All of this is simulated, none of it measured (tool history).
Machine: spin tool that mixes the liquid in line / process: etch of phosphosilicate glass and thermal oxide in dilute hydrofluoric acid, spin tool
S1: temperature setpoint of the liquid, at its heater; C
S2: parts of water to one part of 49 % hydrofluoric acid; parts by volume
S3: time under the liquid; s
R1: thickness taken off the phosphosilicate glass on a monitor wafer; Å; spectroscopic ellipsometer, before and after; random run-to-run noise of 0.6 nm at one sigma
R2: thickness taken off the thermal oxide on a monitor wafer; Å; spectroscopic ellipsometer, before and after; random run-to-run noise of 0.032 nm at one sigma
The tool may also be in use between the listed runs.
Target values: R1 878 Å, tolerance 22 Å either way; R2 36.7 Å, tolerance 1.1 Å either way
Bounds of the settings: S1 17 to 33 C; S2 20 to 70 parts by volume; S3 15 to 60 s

Run 1, hour 0: S1 25 C, S2 40 parts by volume, S3 30 s. Result: R1 1032 Å, R2 43.075 Å.
Run 2, hour 3.8: S1 24 C, S2 40 parts by volume, S3 30 s. Result: R1 987.83 Å, R2 41.239 Å.
Run 3, hour 10.4: S1 24 C, S2 40 parts by volume, S3 35 s. Result: R1 1166.8 Å, R2 48.613 Å.
Run 4, hour 15.1: S1 24 C, S2 40 parts by volume, S3 20 s. Result: R1 669.17 Å, R2 28.081 Å.
Run 5, hour 19.8: S1 24 C, S2 40 parts by volume, S3 30 s. Result: R1 988.34 Å, R2 41.82 Å.
Run 6, hour 22.3: S1 24 C, S2 40 parts by volume, S3 45 s. Result: R1 1486.8 Å, R2 61.362 Å.
Run 7, hour 26.5: S1 22 C, S2 40 parts by volume, S3 45 s. Result: R1 1360.4 Å, R2 57.51 Å.
Run 8, hour 34.2: S1 21 C, S2 45 parts by volume, S3 45 s. Result: R1 1154.9 Å, R2 49.133 Å.
Run 9, hour 38.2: S1 20 C, S2 45 parts by volume, S3 45 s. Result: R1 1118.8 Å, R2 46.153 Å.
Run 10, hour 39: S1 19 C, S2 45 parts by volume, S3 45 s. Result: R1 1053.1 Å, R2 44.974 Å.
Run 11, hour 47.4: S1 18.5 C, S2 45 parts by volume, S3 45 s. Result: R1 1038 Å, R2 43.188 Å.
Run 12, hour 50.4: S1 18 C, S2 45 parts by volume, S3 45 s. Result: R1 1018.9 Å, R2 42.498 Å.

Of the 4 settings listed for the next run, only one would bring every result within its allowed miss of target. Which one?
Run A, hour 53.4: S1 23 C, S2 60 parts by volume, S3 40 s. Result: R1 ?, R2 ?.
Run B, hour 53.4: S1 19.5 C, S2 55 parts by volume, S3 45 s. Result: R1 ?, R2 ?.
Run C, hour 53.4: S1 18 C, S2 50 parts by volume, S3 40 s. Result: R1 ?, R2 ?.
Run D, hour 53.4: S1 17 C, S2 30 parts by volume, S3 25 s. Result: R1 ?, R2 ?.

move      R1      R2
   A  822.64  34.453
   B  877.47   36.75
   C  809.28  33.894
   D   825.5  34.573
A: takes the result that was furthest off past its target
B: every result lands within tolerance
C: takes the result that was furthest off past its target
D: takes the result that was furthest off past its target
The move that meets every target is B.

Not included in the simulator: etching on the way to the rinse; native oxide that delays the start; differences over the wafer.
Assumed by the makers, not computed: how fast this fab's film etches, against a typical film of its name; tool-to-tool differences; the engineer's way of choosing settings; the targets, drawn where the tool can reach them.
